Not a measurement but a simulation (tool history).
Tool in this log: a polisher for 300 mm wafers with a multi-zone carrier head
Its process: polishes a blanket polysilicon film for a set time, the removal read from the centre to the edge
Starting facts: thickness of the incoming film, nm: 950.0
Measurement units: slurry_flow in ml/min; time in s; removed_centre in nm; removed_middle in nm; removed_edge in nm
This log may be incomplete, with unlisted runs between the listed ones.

run	hour	slurry_flow	centre_zone	middle_zone	edge_zone	time	removed_centre	removed_middle	removed_edge
1	0	125	1	1	1	47	303.49	305.57	301.7
2	3.6	125	1	0.92	1	47	304.22	287.26	306.38
3	4.4	125	1.08	0.92	1	47	322.01	289.7	315.66
4	8.2	115	1.09	0.89	0.96	41	278.93	241.14	260.14
5	16.3	105	1.09	0.87	0.96	38	254.78	215.51	234.97
6	17.1	95	1.08	0.85	0.97	36	230.04	196.75	220.01
7	22.3	90	1.09	0.84	0.97	34	216.03	180.48	202.32

The next listed run, before its measurement:
8	26.7	85	1.09	0.83	0.97	34	?	?	?

removed_centre: 211.38 nm
removed_middle: 176.83 nm
removed_edge: 206.24 nm
